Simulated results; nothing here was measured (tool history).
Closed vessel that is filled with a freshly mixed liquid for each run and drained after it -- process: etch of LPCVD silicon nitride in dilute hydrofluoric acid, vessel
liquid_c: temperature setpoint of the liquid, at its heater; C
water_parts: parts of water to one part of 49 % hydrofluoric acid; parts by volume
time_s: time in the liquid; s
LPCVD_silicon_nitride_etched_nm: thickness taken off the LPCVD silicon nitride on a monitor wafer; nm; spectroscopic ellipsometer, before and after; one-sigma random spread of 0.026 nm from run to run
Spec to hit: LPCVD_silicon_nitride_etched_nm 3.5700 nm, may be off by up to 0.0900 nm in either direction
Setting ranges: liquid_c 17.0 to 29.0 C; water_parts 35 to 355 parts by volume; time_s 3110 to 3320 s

run	day	liquid_c	water_parts	time_s	LPCVD_silicon_nitride_etched_nm
1	0.000	21.0	195	3110	7.7515
2	0.317	23.0	195	3110	8.7590
3	0.471	24.5	195	3110	9.6101
4	0.683	23.5	210	3110	8.4343
5	0.938	22.5	220	3110	7.4328
6	1.175	22.0	230	3110	6.9116
7	1.458	21.5	240	3110	6.4811
8	1.525	21.0	250	3110	5.9756
9	1.708	20.5	255	3110	5.7273
10	1.733	20.0	260	3110	5.4881
11	1.875	19.5	265	3110	5.2374
12	1.958	19.0	270	3110	4.9036
13	2.092	19.0	275	3110	4.8629
14	2.304	17.0	320	3110	3.6853

Which one of the following 5 next-run settings gets every result inside its allowed miss? There is exactly one.
A	2.517	18.5	355	3160	?
B	2.517	17.5	320	3145	?
C	2.517	18.0	350	3110	?
D	2.517	17.5	340	3280	?
E	2.517	17.0	320	3245	?

move	LPCVD_silicon_nitride_etched_nm
A	3.7785
B	3.8936
C	3.6512
D	3.8335
E	3.8891
A: moves away from the targets compared with the last run
B: moves away from the targets compared with the last run
C: meets every target
D: moves away from the targets compared with the last run
E: moves away from the targets compared with the last run
So the answer is move C, the one that meets all the targets.
